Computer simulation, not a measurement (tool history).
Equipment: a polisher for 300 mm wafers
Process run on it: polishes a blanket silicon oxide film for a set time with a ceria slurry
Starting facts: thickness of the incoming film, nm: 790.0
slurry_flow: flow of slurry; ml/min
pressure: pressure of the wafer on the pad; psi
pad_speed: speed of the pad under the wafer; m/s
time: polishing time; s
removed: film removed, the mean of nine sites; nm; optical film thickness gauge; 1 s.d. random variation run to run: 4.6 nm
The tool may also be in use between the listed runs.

run  hour  slurry_flow  pressure  pad_speed  time  removed
  1   0.0          180       3.6       1.22    47   322.69
  2   2.3          225       3.6       1.22    47   329.53
  3   8.6          225       3.6       1.22    47   324.20
  4  15.9          225       3.3       1.22    47   300.92
     18.7  -- head pressure recalibrated
  5  18.7          225       3.5       1.22    47   287.18
  6  27.3          225       3.5       0.98    47   252.98
  7  28.0          225       3.9       0.98    47   280.27
  8  32.8          225       4.2       0.98    47   294.10

For run 9, what comes out?
  9  37.4          225       4.5       0.98    47        ?

{"run 9": {"removed": 309.44}}
